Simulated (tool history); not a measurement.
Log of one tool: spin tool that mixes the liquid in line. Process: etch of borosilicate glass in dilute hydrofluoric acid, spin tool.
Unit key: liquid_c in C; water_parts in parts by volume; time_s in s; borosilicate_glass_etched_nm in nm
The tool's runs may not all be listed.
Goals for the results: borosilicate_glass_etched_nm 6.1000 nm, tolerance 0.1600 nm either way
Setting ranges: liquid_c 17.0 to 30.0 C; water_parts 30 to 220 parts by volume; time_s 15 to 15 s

run  hour  liquid_c  water_parts  time_s  borosilicate_glass_etched_nm
  1   0.0      22.0          125      15                        3.2452
  2   3.2      22.0          165      15                        2.3697
  3   4.7      22.0          165      15                        2.3432
  4  10.7      19.0          165      15                        2.0911
  5  16.1      20.0          155      15                        2.3394
  6  17.3      21.0          145      15                        2.5998
  7  23.0      22.0          140      15                        2.8713
  8  29.5      26.0           90      15                        5.5071
  9  31.5      27.0           90      15                        5.7334
 10  37.7      27.5           90      15                        5.8047

4 next moves are on the table. One of them brings every result within its allowed miss. Which?
  A  43.9      28.0           95      15                             ?
  B  43.9      25.5           80      15                             ?
  C  43.9      30.0          100      15                             ?
  D  43.9      26.0           85      15                             ?

move  borosilicate_glass_etched_nm
   A                        5.6400
   B                        6.1980
   C                        5.7402
   D                        5.9108
A: its largest miss is bigger than the last run's
B: hits every target within its allowed miss
C: its largest miss is bigger than the last run's
D: moves toward the targets from the last run without getting all of them in spec
Answer: B
